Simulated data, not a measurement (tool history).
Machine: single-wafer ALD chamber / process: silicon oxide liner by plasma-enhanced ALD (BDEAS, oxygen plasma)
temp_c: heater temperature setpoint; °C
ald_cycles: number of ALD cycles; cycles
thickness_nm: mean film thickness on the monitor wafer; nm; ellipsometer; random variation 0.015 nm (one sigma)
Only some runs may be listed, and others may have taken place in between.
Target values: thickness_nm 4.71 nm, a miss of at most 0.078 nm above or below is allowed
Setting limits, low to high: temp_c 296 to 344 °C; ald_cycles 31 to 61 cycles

run 1 hour=0 | temp_c=320 ald_cycles=46 | thickness_nm=4.1487
run 2 hour=3.9 | temp_c=319 ald_cycles=47 | thickness_nm=4.2649
run 3 hour=7.7 | temp_c=319 ald_cycles=41 | thickness_nm=3.7168
run 4 hour=8.7 | temp_c=319 ald_cycles=38 | thickness_nm=3.4397
run 5 hour=15 | temp_c=319 ald_cycles=42 | thickness_nm=3.7933
run 6 hour=17.4 | temp_c=318 ald_cycles=44 | thickness_nm=3.986
run 7 hour=24.1 | temp_c=316 ald_cycles=45 | thickness_nm=4.1216
run 8 hour=26.2 | temp_c=313 ald_cycles=46 | thickness_nm=4.2203
run 9 hour=28.9 | temp_c=312 ald_cycles=47 | thickness_nm=4.3203

Which single option among these 5 for the next run brings every result within its allowed miss of target? Just one does.
run A hour=31.6 | temp_c=308 ald_cycles=49 | thickness_nm=?
run B hour=31.6 | temp_c=314 ald_cycles=49 | thickness_nm=?
run C hour=31.6 | temp_c=321 ald_cycles=52 | thickness_nm=?
run D hour=31.6 | temp_c=327 ald_cycles=54 | thickness_nm=?
run E hour=31.6 | temp_c=311 ald_cycles=53 | thickness_nm=?

move=A thickness_nm=4.5125
move=B thickness_nm=4.4708
move=C thickness_nm=4.6928
move=D thickness_nm=4.8273
move=E thickness_nm=4.8583
A: better than the last run, though not everything is in spec
B: better than the last run, though not everything is in spec
C: in spec on every target
D: the result that was furthest off in the last run now lies on the other side of its target
E: the result that was furthest off in the last run now lies on the other side of its target
C is the move that brings every result within its allowed miss.
